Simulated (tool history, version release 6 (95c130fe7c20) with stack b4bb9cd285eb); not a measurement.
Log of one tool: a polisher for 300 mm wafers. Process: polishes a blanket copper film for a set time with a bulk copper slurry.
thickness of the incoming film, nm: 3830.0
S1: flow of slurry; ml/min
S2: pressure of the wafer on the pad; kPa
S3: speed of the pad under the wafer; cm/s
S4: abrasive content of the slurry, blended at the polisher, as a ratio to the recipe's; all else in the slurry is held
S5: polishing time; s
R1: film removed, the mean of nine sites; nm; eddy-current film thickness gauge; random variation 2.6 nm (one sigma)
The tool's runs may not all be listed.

| run | hour | S1 | S2 | S3 | S4 | S5 | R1 |
|---|---|---|---|---|---|---|---|
| 1 | 0 | 245 | 11 | 86 | 1 | 115 | 500.28 |
| 2 | 7.2 | 245 | 11 | 86 | 0.9 | 115 | 506.09 |
| 3 | 13.4 | 245 | 10.3 | 84 | 0.9 | 115 | 457.45 |
| 4 | 14.4 | 245 | 10.3 | 104 | 0.9 | 115 | 562.57 |
| 5 | 21.4 | 245 | 9.7 | 100 | 0.9 | 115 | 508.03 |
| 6 | 30 | 195 | 9.7 | 100 | 0.9 | 115 | 490.42 |
| 7 | 32.4 | 195 | 9 | 98 | 0.9 | 115 | 454.23 |
| 8 | 36.4 | 195 | 8.3 | 96 | 0.9 | 115 | 413.59 |
| 9 | 44.1 | 190 | 4.8 | 76 | 0.85 | 115 | 203.54 |
| 10 | 50.8 | 190 | 5.5 | 76 | 0.85 | 115 | 229.27 |

Forecast run 11:
| 11 | 52.1 | 190 | 6.2 | 76 | 0.85 | 115 | ? |

{"run 11": {"R1": 253.82}}
